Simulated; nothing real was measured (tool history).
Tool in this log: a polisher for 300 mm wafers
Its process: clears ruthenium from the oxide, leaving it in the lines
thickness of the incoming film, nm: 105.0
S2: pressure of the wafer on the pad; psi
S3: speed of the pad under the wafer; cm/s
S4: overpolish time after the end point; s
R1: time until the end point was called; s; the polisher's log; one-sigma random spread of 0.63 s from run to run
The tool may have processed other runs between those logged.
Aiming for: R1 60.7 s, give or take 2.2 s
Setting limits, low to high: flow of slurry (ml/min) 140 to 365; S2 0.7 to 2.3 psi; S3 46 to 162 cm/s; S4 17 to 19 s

{"run": 1, "hour": 0.0, "flow of slurry (ml/min)": 235, "S2": 1.5, "S3": 104, "S4": 17, "R1": 118.34}
{"run": 2, "hour": 4.1, "flow of slurry (ml/min)": 235, "S2": 1.6, "S3": 106, "S4": 17, "R1": 110.23}
{"run": 3, "hour": 11.1, "flow of slurry (ml/min)": 235, "S2": 1.9, "S3": 106, "S4": 17, "R1": 92.735}
{"run": 4, "hour": 11.9, "flow of slurry (ml/min)": 235, "S2": 2, "S3": 108, "S4": 17, "R1": 88.021}
{"run": 5, "hour": 13.4, "flow of slurry (ml/min)": 235, "S2": 2.2, "S3": 108, "S4": 17, "R1": 79.318}
{"run": 6, "hour": 15.1, "flow of slurry (ml/min)": 270, "S2": 2.2, "S3": 108, "S4": 17, "R1": 77.753}
{"run": 7, "hour": 17.3, "flow of slurry (ml/min)": 270, "S2": 2.2, "S3": 110, "S4": 17, "R1": 78.679}
{"run": 8, "hour": 24.7, "flow of slurry (ml/min)": 270, "S2": 2.2, "S3": 114, "S4": 17, "R1": 73.987}
{"run": 9, "hour": 32.8, "flow of slurry (ml/min)": 270, "S2": 2.2, "S3": 116, "S4": 17, "R1": 72.507}
{"run": 10, "hour": 35.4, "flow of slurry (ml/min)": 270, "S2": 2.2, "S3": 118, "S4": 17, "R1": 73.26}
{"run": 11, "hour": 39.0, "flow of slurry (ml/min)": 270, "S2": 2.2, "S3": 120, "S4": 17, "R1": 71.62}
{"run": 12, "hour": 45.6, "flow of slurry (ml/min)": 270, "S2": 2.2, "S3": 122, "S4": 17, "R1": 69.759}
{"run": 13, "hour": 46.2, "flow of slurry (ml/min)": 270, "S2": 2.2, "S3": 124, "S4": 17, "R1": 68.151}
{"run": 14, "hour": 52.0, "flow of slurry (ml/min)": 270, "S2": 2.3, "S3": 128, "S4": 17, "R1": 63.397}

Below are 5 possible settings for the next run. Only one of them brings all results inside the allowed miss of their targets. Which is it?
{"run": "A", "hour": 57.8, "flow of slurry (ml/min)": 210, "S2": 2.3, "S3": 136, "S4": 17, "R1": "?"}
{"run": "B", "hour": 57.8, "flow of slurry (ml/min)": 275, "S2": 2.3, "S3": 122, "S4": 17, "R1": "?"}
{"run": "C", "hour": 57.8, "flow of slurry (ml/min)": 255, "S2": 2.2, "S3": 130, "S4": 17, "R1": "?"}
{"run": "D", "hour": 57.8, "flow of slurry (ml/min)": 280, "S2": 2.1, "S3": 134, "S4": 17, "R1": "?"}
{"run": "E", "hour": 57.8, "flow of slurry (ml/min)": 290, "S2": 2.1, "S3": 134, "S4": 17, "R1": "?"}

move=A R1=61.416
move=B R1=66.653
move=C R1=65.859
move=D R1=66.393
move=E R1=66.205
A: all results land within tolerance of their targets
B: misses by more than the last run did
C: misses by more than the last run did
D: misses by more than the last run did
E: misses by more than the last run did
Move A is the one to make.
